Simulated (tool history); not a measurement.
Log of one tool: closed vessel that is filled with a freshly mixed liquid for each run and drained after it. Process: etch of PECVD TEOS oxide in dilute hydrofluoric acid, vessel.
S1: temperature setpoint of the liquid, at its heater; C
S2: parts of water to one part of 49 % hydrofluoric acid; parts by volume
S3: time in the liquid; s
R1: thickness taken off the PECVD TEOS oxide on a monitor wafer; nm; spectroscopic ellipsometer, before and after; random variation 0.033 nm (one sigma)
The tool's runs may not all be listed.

Run 1, day 0.000: S1 22.0 C, S2 80 parts by volume, S3 35 s. Result: R1 6.0222 nm.
Run 2, day 0.154: S1 20.5 C, S2 90 parts by volume, S3 35 s. Result: R1 4.9124 nm.
Run 3, day 0.271: S1 20.5 C, S2 90 parts by volume, S3 30 s. Result: R1 4.3022 nm.
Run 4, day 0.396: S1 20.5 C, S2 120 parts by volume, S3 30 s. Result: R1 3.0857 nm.
Run 5, day 0.667: S1 20.5 C, S2 90 parts by volume, S3 30 s. Result: R1 4.3435 nm.
Run 6, day 0.946: S1 19.5 C, S2 90 parts by volume, S3 30 s. Result: R1 4.1717 nm.

Run 7 comes next. What will it give?
Run 7, day 1.279: S1 18.5 C, S2 90 parts by volume, S3 30 s. Result: R1 ?.

Run 7 gave R1 3.9707 nm.
